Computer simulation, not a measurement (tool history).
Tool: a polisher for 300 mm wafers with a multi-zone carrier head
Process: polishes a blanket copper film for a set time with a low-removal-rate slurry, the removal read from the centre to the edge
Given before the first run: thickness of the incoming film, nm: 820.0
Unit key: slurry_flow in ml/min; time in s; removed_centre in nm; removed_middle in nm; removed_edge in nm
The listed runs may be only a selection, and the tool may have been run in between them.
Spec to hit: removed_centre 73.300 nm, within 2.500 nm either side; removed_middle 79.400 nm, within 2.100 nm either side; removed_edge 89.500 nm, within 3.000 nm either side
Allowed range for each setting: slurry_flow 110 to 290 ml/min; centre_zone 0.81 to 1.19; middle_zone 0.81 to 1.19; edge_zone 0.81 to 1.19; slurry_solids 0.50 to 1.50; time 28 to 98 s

Run 1, hour 0.0: slurry_flow 185 ml/min, centre_zone 1.00, middle_zone 1.00, edge_zone 1.00, slurry_solids 1.00, time 63 s. Result: removed_centre 134.720 nm, removed_middle 132.610 nm, removed_edge 131.770 nm.
Run 2, hour 5.6: slurry_flow 185 ml/min, centre_zone 1.00, middle_zone 1.00, edge_zone 0.97, slurry_solids 1.00, time 63 s. Result: removed_centre 133.820 nm, removed_middle 134.620 nm, removed_edge 129.220 nm.
Run 3, hour 14.1: slurry_flow 185 ml/min, centre_zone 1.00, middle_zone 1.00, edge_zone 0.97, slurry_solids 1.10, time 63 s. Result: removed_centre 134.800 nm, removed_middle 135.840 nm, removed_edge 133.000 nm.
Run 4, hour 14.7: slurry_flow 185 ml/min, centre_zone 0.94, middle_zone 1.00, edge_zone 0.97, slurry_solids 1.10, time 63 s. Result: removed_centre 127.160 nm, removed_middle 137.490 nm, removed_edge 134.400 nm.
Run 5, hour 18.6: slurry_flow 185 ml/min, centre_zone 0.94, middle_zone 0.96, edge_zone 0.97, slurry_solids 1.10, time 63 s. Result: removed_centre 128.400 nm, removed_middle 132.260 nm, removed_edge 133.380 nm.
Run 6, hour 21.6: slurry_flow 170 ml/min, centre_zone 0.91, middle_zone 0.95, edge_zone 1.00, slurry_solids 1.00, time 58 s. Result: removed_centre 110.630 nm, removed_middle 117.270 nm, removed_edge 122.100 nm.
Run 7, hour 22.8: slurry_flow 160 ml/min, centre_zone 0.89, middle_zone 0.92, edge_zone 1.00, slurry_solids 0.90, time 55 s. Result: removed_centre 96.337 nm, removed_middle 105.790 nm, removed_edge 110.390 nm.
Run 8, hour 23.7: slurry_flow 150 ml/min, centre_zone 0.88, middle_zone 0.89, edge_zone 1.01, slurry_solids 0.80, time 54 s. Result: removed_centre 92.053 nm, removed_middle 96.994 nm, removed_edge 105.360 nm.
Run 9, hour 24.7: slurry_flow 145 ml/min, centre_zone 0.86, middle_zone 0.87, edge_zone 1.01, slurry_solids 0.75, time 53 s. Result: removed_centre 86.374 nm, removed_middle 93.578 nm, removed_edge 102.230 nm.
Run 10, hour 29.9: slurry_flow 140 ml/min, centre_zone 0.85, middle_zone 0.86, edge_zone 1.01, slurry_solids 0.70, time 52 s. Result: removed_centre 81.598 nm, removed_middle 88.013 nm, removed_edge 96.853 nm.

Which single option among these 4 for the next run brings every result within its allowed miss of target? Just one does.
Run A, hour 35.1: slurry_flow 120 ml/min, centre_zone 0.91, middle_zone 0.81, edge_zone 1.08, slurry_solids 0.55, time 57 s. Result: removed_centre ?, removed_middle ?, removed_edge ?.
Run B, hour 35.1: slurry_flow 140 ml/min, centre_zone 0.84, middle_zone 0.84, edge_zone 1.02, slurry_solids 0.75, time 47 s. Result: removed_centre ?, removed_middle ?, removed_edge ?.
Run C, hour 35.1: slurry_flow 170 ml/min, centre_zone 0.82, middle_zone 0.87, edge_zone 0.95, slurry_solids 0.90, time 54 s. Result: removed_centre ?, removed_middle ?, removed_edge ?.
Run D, hour 35.1: slurry_flow 155 ml/min, centre_zone 0.86, middle_zone 1.11, edge_zone 0.85, slurry_solids 0.60, time 53 s. Result: removed_centre ?, removed_middle ?, removed_edge ?.

move  removed_centre  removed_middle  removed_edge
   A          86.106          86.481       101.750
   B          73.071          80.961        89.345
   C          89.220         103.020       106.160
   D          82.859         107.460        89.608
A: the biggest miss grows against the last run
B: meets every target
C: the biggest miss grows against the last run
D: the biggest miss grows against the last run
B is the move that brings every result within its allowed miss.
